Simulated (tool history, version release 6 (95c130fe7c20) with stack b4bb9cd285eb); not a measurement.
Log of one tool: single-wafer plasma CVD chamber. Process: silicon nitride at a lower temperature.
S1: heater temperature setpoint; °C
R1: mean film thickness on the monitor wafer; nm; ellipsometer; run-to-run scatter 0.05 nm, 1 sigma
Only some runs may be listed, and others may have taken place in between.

Run 1, day 0: S1 350 °C, chamber pressure (Torr) 1.95, RF power (kW) 0.3, deposition time (s) 20. Result: R1 23.191 nm.
Run 2, day 0.162: S1 350 °C, chamber pressure (Torr) 1.89, RF power (kW) 0.29, deposition time (s) 19.9. Result: R1 22.287 nm.
Run 3, day 0.221: S1 360 °C, chamber pressure (Torr) 1.89, RF power (kW) 0.29, deposition time (s) 19.9. Result: R1 22.215 nm.
Run 4, day 0.296: S1 360 °C, chamber pressure (Torr) 1.89, RF power (kW) 0.29, deposition time (s) 20. Result: R1 22.433 nm.
Run 5, day 0.671: S1 360 °C, chamber pressure (Torr) 1.83, RF power (kW) 0.28, deposition time (s) 19.9. Result: R1 21.272 nm.
Run 6, day 0.971: S1 360 °C, chamber pressure (Torr) 1.77, RF power (kW) 0.28, deposition time (s) 19.9. Result: R1 21.045 nm.
Run 7, day 1.267: S1 360 °C, chamber pressure (Torr) 1.71, RF power (kW) 0.28, deposition time (s) 19.9. Result: R1 20.779 nm.
Run 8, day 1.592: S1 360 °C, chamber pressure (Torr) 1.66, RF power (kW) 0.28, deposition time (s) 19.9. Result: R1 20.436 nm.
Run 9, day 1.942: S1 360 °C, chamber pressure (Torr) 1.62, RF power (kW) 0.28, deposition time (s) 19.9. Result: R1 20.285 nm.
Run 10, day 2.121: S1 360 °C, chamber pressure (Torr) 1.59, RF power (kW) 0.28, deposition time (s) 19.9. Result: R1 20.066 nm.
Run 11, day 2.425: S1 360 °C, chamber pressure (Torr) 1.57, RF power (kW) 0.28, deposition time (s) 19.9. Result: R1 19.918 nm.

For run 12, what comes out?
Run 12, day 2.567: S1 360 °C, chamber pressure (Torr) 1.55, RF power (kW) 0.28, deposition time (s) 19.9. Result: R1 ?.

Logged for run 12: R1 19.888 nm.
